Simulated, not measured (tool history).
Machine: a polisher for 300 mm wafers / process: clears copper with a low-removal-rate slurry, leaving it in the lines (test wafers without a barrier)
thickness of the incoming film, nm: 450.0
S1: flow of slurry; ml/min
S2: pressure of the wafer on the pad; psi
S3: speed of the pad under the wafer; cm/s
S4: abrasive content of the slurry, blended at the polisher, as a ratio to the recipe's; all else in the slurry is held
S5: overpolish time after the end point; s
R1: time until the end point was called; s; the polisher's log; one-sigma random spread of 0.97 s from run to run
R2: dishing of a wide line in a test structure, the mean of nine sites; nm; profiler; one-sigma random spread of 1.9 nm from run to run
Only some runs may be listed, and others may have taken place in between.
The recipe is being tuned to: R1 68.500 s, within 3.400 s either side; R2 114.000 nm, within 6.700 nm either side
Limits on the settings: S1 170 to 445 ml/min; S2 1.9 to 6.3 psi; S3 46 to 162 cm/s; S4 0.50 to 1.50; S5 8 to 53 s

Run 1, day 0.000: S1 285 ml/min, S2 4.1 psi, S3 104 cm/s, S4 1.00, S5 27 s. Result: R1 99.562 s, R2 70.896 nm.
Run 2, day 0.196: S1 285 ml/min, S2 4.6 psi, S3 104 cm/s, S4 1.00, S5 29 s. Result: R1 89.326 s, R2 78.549 nm.
Run 3, day 0.512: S1 335 ml/min, S2 4.6 psi, S3 104 cm/s, S4 1.00, S5 29 s. Result: R1 89.429 s, R2 79.441 nm.
Run 4, day 0.733: S1 335 ml/min, S2 5.0 psi, S3 104 cm/s, S4 1.00, S5 31 s. Result: R1 80.989 s, R2 87.609 nm.
Run 5, day 0.900: S1 335 ml/min, S2 5.4 psi, S3 104 cm/s, S4 1.00, S5 31 s. Result: R1 77.439 s, R2 95.564 nm.
Run 6, day 1.138: S1 285 ml/min, S2 5.4 psi, S3 104 cm/s, S4 1.00, S5 31 s. Result: R1 80.033 s, R2 92.041 nm.
Run 7, day 1.475: S1 290 ml/min, S2 5.7 psi, S3 104 cm/s, S4 1.00, S5 32 s. Result: R1 73.324 s, R2 100.110 nm.
Run 8, day 1.825: S1 290 ml/min, S2 5.8 psi, S3 104 cm/s, S4 1.00, S5 33 s. Result: R1 72.819 s, R2 98.910 nm.
Run 9, day 1.858: S1 295 ml/min, S2 5.9 psi, S3 104 cm/s, S4 1.00, S5 35 s. Result: R1 70.618 s, R2 104.090 nm.

Pick the move, out of 5, that brings all results within their allowed miss; only one does.
Run A, day 1.892: S1 285 ml/min, S2 6.3 psi, S3 106 cm/s, S4 0.90, S5 27 s. Result: R1 ?, R2 ?.
Run B, day 1.892: S1 295 ml/min, S2 5.8 psi, S3 104 cm/s, S4 1.05, S5 27 s. Result: R1 ?, R2 ?.
Run C, day 1.892: S1 210 ml/min, S2 5.6 psi, S3 126 cm/s, S4 0.85, S5 26 s. Result: R1 ?, R2 ?.
Run D, day 1.892: S1 185 ml/min, S2 5.9 psi, S3 118 cm/s, S4 0.95, S5 38 s. Result: R1 ?, R2 ?.
Run E, day 1.892: S1 285 ml/min, S2 5.7 psi, S3 100 cm/s, S4 0.90, S5 30 s. Result: R1 ?, R2 ?.

move      R1       R2
   A  69.140   91.758
   B  73.859   87.261
   C  69.107   88.641
   D  70.301  110.450
   E  79.528   88.936
A: further off than the last run
B: further off than the last run
C: further off than the last run
D: every result lands within tolerance
E: further off than the last run
D is the move that brings every result within its allowed miss.
